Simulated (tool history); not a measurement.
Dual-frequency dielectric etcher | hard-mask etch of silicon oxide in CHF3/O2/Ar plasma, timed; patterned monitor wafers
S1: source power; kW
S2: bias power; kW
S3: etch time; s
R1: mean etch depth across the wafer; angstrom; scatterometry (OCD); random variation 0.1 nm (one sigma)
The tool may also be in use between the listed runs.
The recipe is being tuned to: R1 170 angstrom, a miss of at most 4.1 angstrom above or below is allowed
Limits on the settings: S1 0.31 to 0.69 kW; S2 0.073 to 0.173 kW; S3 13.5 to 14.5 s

run	day	S1	S2	S3	R1
1	0	0.5	0.123	14.5	224.9
2	0.179	0.44	0.123	14.5	210.79
3	0.55	0.43	0.12	14.5	205.76
4	0.7	0.43	0.12	14.5	204.24
5	1.046	0.42	0.118	14.5	201.47
6	1.1	0.48	0.118	14.5	218.79
7	1.433	0.46	0.116	14.5	211.6
8	1.771	0.46	0.116	14.5	209.76
9	1.833	0.44	0.114	14.5	203.34
10	1.996	0.43	0.113	14.5	202.46
11	2.121	0.42	0.111	14.5	195.22
12	2.342	0.41	0.111	14.5	194.53
13	2.379	0.4	0.11	14.5	190.66
14	2.579	0.39	0.11	14.5	186.12
15	2.708	0.31	0.101	14.5	150
16	3.067	0.32	0.101	14.5	154.26
17	3.192	0.42	0.107	14.5	192.61

4 next moves are on the table. One of them brings every result within its allowed miss. Which?
A	3.317	0.34	0.115	13.5	?
B	3.317	0.42	0.076	14	?
C	3.317	0.37	0.097	13.5	?
D	3.317	0.35	0.113	13.5	?

move	R1
A	160.33
B	171.98
C	162.36
D	163.01
A: takes the result that was furthest off past its target
B: each result inside its tolerance
C: takes the result that was furthest off past its target
D: takes the result that was furthest off past its target
Answer: B
